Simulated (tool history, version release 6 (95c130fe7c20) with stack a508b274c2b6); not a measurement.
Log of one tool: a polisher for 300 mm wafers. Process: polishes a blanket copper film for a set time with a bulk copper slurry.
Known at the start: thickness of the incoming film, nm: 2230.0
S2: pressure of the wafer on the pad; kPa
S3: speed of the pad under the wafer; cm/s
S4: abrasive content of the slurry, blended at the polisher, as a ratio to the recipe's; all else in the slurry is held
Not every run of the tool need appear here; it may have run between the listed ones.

{"run": 1, "day": 0.0, "flow of slurry (ml/min)": 250, "S2": 24.1, "S3": 100, "S4": 1.0, "polishing time (s)": 36, "film removed (angstrom)": 3565.6}
{"run": 2, "day": 0.338, "flow of slurry (ml/min)": 250, "S2": 26.9, "S3": 100, "S4": 1.0, "polishing time (s)": 36, "film removed (angstrom)": 3959.4}
{"run": 3, "day": 0.633, "flow of slurry (ml/min)": 190, "S2": 26.9, "S3": 100, "S4": 1.0, "polishing time (s)": 36, "film removed (angstrom)": 3752.0}
{"run": 4, "day": 0.896, "flow of slurry (ml/min)": 190, "S2": 26.9, "S3": 100, "S4": 0.8, "polishing time (s)": 36, "film removed (angstrom)": 3654.7}
{"run": 5, "day": 1.25, "flow of slurry (ml/min)": 185, "S2": 25.5, "S3": 100, "S4": 0.8, "polishing time (s)": 36, "film removed (angstrom)": 3425.5}
{"run": 6, "day": 1.521, "flow of slurry (ml/min)": 185, "S2": 25.5, "S3": 100, "S4": 0.95, "polishing time (s)": 36, "film removed (angstrom)": 3603.6}
{"run": 7, "day": 1.725, "flow of slurry (ml/min)": 185, "S2": 23.4, "S3": 100, "S4": 0.95, "polishing time (s)": 36, "film removed (angstrom)": 3390.4}
{"run": 8, "day": 1.992, "flow of slurry (ml/min)": 185, "S2": 22.1, "S3": 100, "S4": 0.95, "polishing time (s)": 36, "film removed (angstrom)": 3143.6}
{"run": 9, "day": 2.162, "flow of slurry (ml/min)": 185, "S2": 21.4, "S3": 100, "S4": 0.95, "polishing time (s)": 36, "film removed (angstrom)": 3022.9}
{"run": 10, "day": 2.329, "flow of slurry (ml/min)": 185, "S2": 21.4, "S3": 100, "S4": 0.95, "polishing time (s)": 36, "film removed (angstrom)": 3045.9}
{"run": 11, "day": 2.404, "flow of slurry (ml/min)": 185, "S2": 20.7, "S3": 100, "S4": 0.95, "polishing time (s)": 36, "film removed (angstrom)": 2967.9}

The next listed run, before its measurement:
{"run": 12, "day": 2.571, "flow of slurry (ml/min)": 185, "S2": 20.0, "S3": 100, "S4": 0.95, "polishing time (s)": 36, "film removed (angstrom)": "?"}

film removed (angstrom): 2915.8
